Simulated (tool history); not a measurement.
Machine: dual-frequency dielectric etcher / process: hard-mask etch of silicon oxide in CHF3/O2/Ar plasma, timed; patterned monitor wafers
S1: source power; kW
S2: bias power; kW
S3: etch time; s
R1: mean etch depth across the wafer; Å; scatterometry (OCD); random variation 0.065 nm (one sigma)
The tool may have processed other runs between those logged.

run	hour	S1	S2	S3	R1
1	0.0	0.560	0.207	15	332.33
2	4.9	0.530	0.203	15	322.00
3	13.7	0.510	0.201	15	316.48
4	21.9	0.420	0.201	15	290.43
5	28.9	0.420	0.217	15	297.24
6	36.3	0.500	0.217	15	321.25

The next listed run, before its measurement:
7	40.3	0.480	0.215	15	?

Run 7 came out at R1 314.25 Å.

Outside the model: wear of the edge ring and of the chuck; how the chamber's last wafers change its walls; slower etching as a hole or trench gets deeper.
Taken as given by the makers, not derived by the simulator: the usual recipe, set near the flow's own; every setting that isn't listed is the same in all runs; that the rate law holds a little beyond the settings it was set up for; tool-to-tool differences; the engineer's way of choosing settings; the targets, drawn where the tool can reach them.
